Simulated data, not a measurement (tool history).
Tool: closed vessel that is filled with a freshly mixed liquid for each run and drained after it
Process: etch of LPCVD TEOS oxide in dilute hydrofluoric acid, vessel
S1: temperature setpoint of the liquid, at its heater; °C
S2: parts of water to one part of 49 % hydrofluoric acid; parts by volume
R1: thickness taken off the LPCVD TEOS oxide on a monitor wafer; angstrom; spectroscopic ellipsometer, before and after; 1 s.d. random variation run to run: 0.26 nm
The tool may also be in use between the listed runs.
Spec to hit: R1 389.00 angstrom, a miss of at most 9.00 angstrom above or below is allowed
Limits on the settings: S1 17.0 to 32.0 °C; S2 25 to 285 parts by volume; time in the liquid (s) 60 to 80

{"run": 1, "hour": 0.0, "S1": 24.0, "S2": 155, "time in the liquid (s)": 80, "R1": 147.66}
{"run": 2, "hour": 6.2, "S1": 26.5, "S2": 155, "time in the liquid (s)": 80, "R1": 161.35}
{"run": 3, "hour": 8.4, "S1": 26.5, "S2": 205, "time in the liquid (s)": 80, "R1": 116.09}
{"run": 4, "hour": 14.4, "S1": 26.5, "S2": 225, "time in the liquid (s)": 80, "R1": 104.4}
{"run": 5, "hour": 22.2, "S1": 27.5, "S2": 185, "time in the liquid (s)": 80, "R1": 139.08}
{"run": 6, "hour": 26.9, "S1": 26.0, "S2": 185, "time in the liquid (s)": 80, "R1": 129.9}
{"run": 7, "hour": 31.4, "S1": 30.0, "S2": 120, "time in the liquid (s)": 80, "R1": 249.76}
{"run": 8, "hour": 34.6, "S1": 30.5, "S2": 110, "time in the liquid (s)": 80, "R1": 283.5}
{"run": 9, "hour": 37.6, "S1": 30.5, "S2": 110, "time in the liquid (s)": 80, "R1": 280.32}
{"run": 10, "hour": 38.6, "S1": 31.0, "S2": 105, "time in the liquid (s)": 80, "R1": 303.45}
{"run": 11, "hour": 46.0, "S1": 31.0, "S2": 100, "time in the liquid (s)": 80, "R1": 322.54}
{"run": 12, "hour": 50.4, "S1": 31.0, "S2": 100, "time in the liquid (s)": 80, "R1": 320.7}
{"run": 13, "hour": 54.7, "S1": 31.0, "S2": 95, "time in the liquid (s)": 80, "R1": 341.33}
{"run": 14, "hour": 56.0, "S1": 31.5, "S2": 90, "time in the liquid (s)": 80, "R1": 368.82}
{"run": 15, "hour": 59.1, "S1": 32.0, "S2": 90, "time in the liquid (s)": 80, "R1": 373.92}
{"run": 16, "hour": 64.5, "S1": 32.0, "S2": 85, "time in the liquid (s)": 80, "R1": 404.23}

Consider the 4 candidate settings below. Which is the only one whose results all fall within their allowed miss of target?
{"run": "A", "hour": 69.9, "S1": 31.5, "S2": 80, "time in the liquid (s)": 70, "R1": "?"}
{"run": "B", "hour": 69.9, "S1": 32.0, "S2": 80, "time in the liquid (s)": 80, "R1": "?"}
{"run": "C", "hour": 69.9, "S1": 31.5, "S2": 80, "time in the liquid (s)": 80, "R1": "?"}
{"run": "D", "hour": 69.9, "S1": 31.5, "S2": 85, "time in the liquid (s)": 80, "R1": "?"}

move=A R1=367.43
move=B R1=428.04
move=C R1=419.92
move=D R1=392.40
A: takes the biggest miss from the last run beyond its target
B: misses by more than the last run did
C: misses by more than the last run did
D: each result inside its tolerance
D meets every target.
